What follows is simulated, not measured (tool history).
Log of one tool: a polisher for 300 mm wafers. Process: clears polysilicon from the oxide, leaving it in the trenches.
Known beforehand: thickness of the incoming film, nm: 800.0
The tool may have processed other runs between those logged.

run  hour  flow of slurry (ml/min)  pressure of the wafer on the pad (psi)  speed of the pad under the wafer (m/s)  overpolish time after the end point (s)  time until the end point was called (s)  dishing of a wide line in a test structure (nm)
  1   0.0                      150                                     2.2                                    0.86                                        9                                   93.881                                           34.955
  2   8.4                      150                                     2.2                                    0.66                                        9                                  120.940                                           30.450
  3  13.5                      170                                     2.2                                    0.62                                        7                                  125.570                                           26.339
  4  16.6                      175                                     2.2                                    0.62                                        6                                  127.090                                           23.886
  5  17.2                      180                                     2.2                                    0.62                                        6                                  124.760                                           24.037
  6  22.1                      180                                     1.9                                    0.62                                        6                                  143.400                                           21.318
  7  23.3                      185                                     2.0                                    0.62                                        6                                  139.560                                           22.637
  8  29.0                      180                                     2.2                                    0.64                                        3                                  121.140                                           15.418
  9  29.5                      185                                     2.2                                    0.64                                        4                                  120.330                                           18.824
 10  32.8                      190                                     2.2                                    0.64                                        4                                  121.940                                           18.465
 11  35.0                      190                                     2.2                                    0.64                                        5                                  119.580                                           22.385
 12  37.6                      185                                     2.2                                    0.64                                        5                                  122.680                                           22.048

Run 13 has not been measured yet. What should we expect?
 13  44.9                      180                                     2.2                                    0.64                                        5                                        ?                                                ?

time until the end point was called (s): 121.170
dishing of a wide line in a test structure (nm): 21.541

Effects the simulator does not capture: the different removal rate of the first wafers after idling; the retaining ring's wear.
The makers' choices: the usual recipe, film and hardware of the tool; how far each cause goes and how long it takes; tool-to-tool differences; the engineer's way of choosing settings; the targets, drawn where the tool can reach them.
